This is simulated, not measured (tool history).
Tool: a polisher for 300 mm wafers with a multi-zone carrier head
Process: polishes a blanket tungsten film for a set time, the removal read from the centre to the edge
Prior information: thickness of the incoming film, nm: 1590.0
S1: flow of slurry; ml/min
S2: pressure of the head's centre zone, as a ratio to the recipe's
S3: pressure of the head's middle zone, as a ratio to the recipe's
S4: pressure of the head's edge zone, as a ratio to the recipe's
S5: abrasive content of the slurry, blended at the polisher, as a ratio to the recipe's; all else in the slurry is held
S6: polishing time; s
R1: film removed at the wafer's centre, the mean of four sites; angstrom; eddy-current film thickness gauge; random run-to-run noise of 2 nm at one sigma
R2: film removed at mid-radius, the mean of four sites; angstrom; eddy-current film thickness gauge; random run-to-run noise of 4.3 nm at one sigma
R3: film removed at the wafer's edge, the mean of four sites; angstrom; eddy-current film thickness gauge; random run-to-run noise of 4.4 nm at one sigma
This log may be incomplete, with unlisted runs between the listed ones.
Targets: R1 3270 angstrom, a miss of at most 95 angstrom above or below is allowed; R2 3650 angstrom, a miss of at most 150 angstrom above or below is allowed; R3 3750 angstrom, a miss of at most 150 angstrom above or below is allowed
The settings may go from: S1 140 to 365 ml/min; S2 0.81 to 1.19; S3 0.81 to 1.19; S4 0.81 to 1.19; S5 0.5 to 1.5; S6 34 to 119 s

run 1 hour=0 | S1=235 S2=1 S3=1 S4=1 S5=1 S6=76 | R1=3821.9 R2=3793.8 R3=4004.7
run 2 hour=3.8 | S1=230 S2=0.99 S3=1 S4=0.99 S5=1 S6=76 | R1=3788 R2=3920.8 R3=3905.2
run 3 hour=6.8 | S1=230 S2=0.98 S3=0.99 S4=0.99 S5=1 S6=76 | R1=3711.3 R2=3918.4 R3=3967.8
run 4 hour=15.2 | S1=230 S2=0.98 S3=0.99 S4=0.99 S5=1 S6=89 | R1=4391.6 R2=4508.7 R3=4535.1
run 5 hour=19.4 | S1=230 S2=0.98 S3=0.99 S4=0.99 S5=1 S6=78 | R1=3859 R2=3968.3 R3=4102.3
run 6 hour=22.5 | S1=230 S2=0.97 S3=0.99 S4=0.99 S5=0.95 S6=78 | R1=3744.9 R2=4016.8 R3=4024.3
run 7 hour=29 | S1=230 S2=0.97 S3=0.98 S4=0.99 S5=0.95 S6=78 | R1=3754.6 R2=3951.3 R3=3948.7
run 8 hour=36.2 | S1=230 S2=0.96 S3=0.97 S4=1 S5=0.95 S6=78 | R1=3716.8 R2=3839.6 R3=4016.1
run 9 hour=40.4 | S1=230 S2=0.96 S3=0.97 S4=1 S5=0.95 S6=78 | R1=3712.3 R2=3920.2 R3=4024.7
run 10 hour=48.8 | S1=230 S2=0.95 S3=0.96 S4=1 S5=0.95 S6=78 | R1=3629.4 R2=3776.6 R3=4041.3

Below are 4 possible settings for the next run. Only one of them brings all results inside the allowed miss of their targets. Which is it?
run A hour=57.2 | S1=285 S2=0.98 S3=0.81 S4=1 S5=1.25 S6=73 | R1=? R2=? R3=?
run B hour=57.2 | S1=140 S2=0.99 S3=1.04 S4=0.91 S5=0.9 S6=79 | R1=? R2=? R3=?
run C hour=57.2 | S1=155 S2=0.92 S3=0.98 S4=1 S5=0.95 S6=76 | R1=? R2=? R3=?
run D hour=57.2 | S1=305 S2=0.81 S3=0.91 S4=1.17 S5=0.8 S6=83 | R1=? R2=? R3=?

move=A R1=3855.3 R2=3444.9 R3=3998.6
move=B R1=3530 R2=3711.6 R3=3585.9
move=C R1=3253.2 R2=3532.9 R3=3696.4
move=D R1=3326.4 R2=3875.5 R3=4506.4
A: misses by more than the last run did
B: closes in on the targets versus the last run, not all within tolerance yet
C: in spec on every target
D: puts the biggest miss on target and leaves a different result outside tolerance
The move that meets every target is C.
